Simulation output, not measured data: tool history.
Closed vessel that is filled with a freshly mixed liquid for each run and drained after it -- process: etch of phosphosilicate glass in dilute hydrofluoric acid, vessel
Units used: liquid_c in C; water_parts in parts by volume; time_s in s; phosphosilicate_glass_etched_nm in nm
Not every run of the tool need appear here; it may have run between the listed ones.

| run | hour | liquid_c | water_parts | time_s | phosphosilicate_glass_etched_nm |
|---|---|---|---|---|---|
| 1 | 0.0 | 22.0 | 245 | 35 | 8.6843 |
| 2 | 6.9 | 24.0 | 245 | 35 | 9.3726 |
| 3 | 14.2 | 24.0 | 210 | 35 | 11.4510 |
| 4 | 22.2 | 25.0 | 210 | 35 | 11.7850 |
| 5 | 26.2 | 28.0 | 210 | 35 | 13.2220 |
| 6 | 34.8 | 26.5 | 210 | 35 | 12.4950 |
| 7 | 41.8 | 25.5 | 215 | 35 | 11.9380 |
| 8 | 43.4 | 24.5 | 220 | 35 | 11.1640 |

For run 9, what comes out?
| 9 | 45.3 | 24.0 | 225 | 35 | ? |

For run 9 the tool returned phosphosilicate_glass_etched_nm 10.4630 nm.

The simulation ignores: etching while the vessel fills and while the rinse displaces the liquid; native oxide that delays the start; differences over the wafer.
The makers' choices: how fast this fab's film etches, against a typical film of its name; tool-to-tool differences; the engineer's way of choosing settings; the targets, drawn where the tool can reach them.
